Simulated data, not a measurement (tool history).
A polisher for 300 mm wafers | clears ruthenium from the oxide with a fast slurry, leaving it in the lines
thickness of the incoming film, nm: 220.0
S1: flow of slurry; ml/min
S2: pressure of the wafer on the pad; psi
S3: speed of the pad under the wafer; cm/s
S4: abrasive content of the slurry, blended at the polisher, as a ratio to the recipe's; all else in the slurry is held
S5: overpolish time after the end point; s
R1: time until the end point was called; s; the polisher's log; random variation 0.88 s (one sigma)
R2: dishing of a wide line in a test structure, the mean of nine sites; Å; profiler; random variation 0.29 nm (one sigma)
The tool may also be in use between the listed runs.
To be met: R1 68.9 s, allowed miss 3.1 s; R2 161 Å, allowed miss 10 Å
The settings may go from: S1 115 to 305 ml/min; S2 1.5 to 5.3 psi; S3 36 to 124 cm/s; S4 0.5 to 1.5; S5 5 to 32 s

| run | hour | S1 | S2 | S3 | S4 | S5 | R1 | R2 |
|---|---|---|---|---|---|---|---|---|
| 1 | 0 | 195 | 3.4 | 80 | 1 | 16 | 59.84 | 278.82 |
| 2 | 4.1 | 195 | 3.4 | 68 | 1 | 16 | 66 | 269.28 |
| 3 | 5.2 | 195 | 3.3 | 68 | 1 | 13 | 66.23 | 238.82 |
| 4 | 7.2 | 210 | 3.3 | 68 | 1 | 13 | 67.702 | 250.95 |
| 5 | 15.9 | 210 | 3.3 | 68 | 1.2 | 13 | 61.301 | 243.56 |
| 6 | 20.1 | 210 | 3.3 | 84 | 1.2 | 13 | 53.414 | 267.27 |
| 7 | 25.9 | 185 | 3.2 | 76 | 1.25 | 11 | 57.458 | 236.73 |
| 8 | 31.7 | 170 | 3.1 | 72 | 1.3 | 10 | 62.812 | 213.92 |
| 9 | 35.8 | 115 | 2.8 | 68 | 1.5 | 5 | 73.463 | 119.02 |
| 10 | 39.7 | 115 | 2.8 | 68 | 1.5 | 5 | 71.858 | 124.04 |
| 11 | 48.1 | 130 | 2.8 | 68 | 1.5 | 5 | 71.383 | 124.74 |
| 12 | 50.9 | 145 | 2.8 | 68 | 1.45 | 5 | 70.194 | 123.52 |
| 13 | 57.5 | 145 | 2.8 | 68 | 1.45 | 5 | 69.591 | 124.97 |
| 14 | 61.2 | 150 | 2.9 | 68 | 1.4 | 6 | 66.692 | 142.93 |

4 next moves are on the table. One of them brings every result within its allowed miss. Which?
| A | 64.9 | 165 | 2.8 | 82 | 1.35 | 7 | ? | ? |
| B | 64.9 | 145 | 3.2 | 64 | 1.4 | 8 | ? | ? |
| C | 64.9 | 155 | 3.6 | 52 | 1.25 | 5 | ? | ? |
| D | 64.9 | 125 | 3.4 | 52 | 1.5 | 7 | ? | ? |

| move | R1 | R2 |
|---|---|---|
| A | 61.195 | 170.42 |
| B | 63.227 | 182.3 |
| C | 65.559 | 126.62 |
| D | 67.372 | 159.4 |
A: brings the result that was furthest off to its target, and leaves another outside
B: takes the result that was furthest off past its target
C: further off than the last run
D: meets every target
Move D is the one to make.
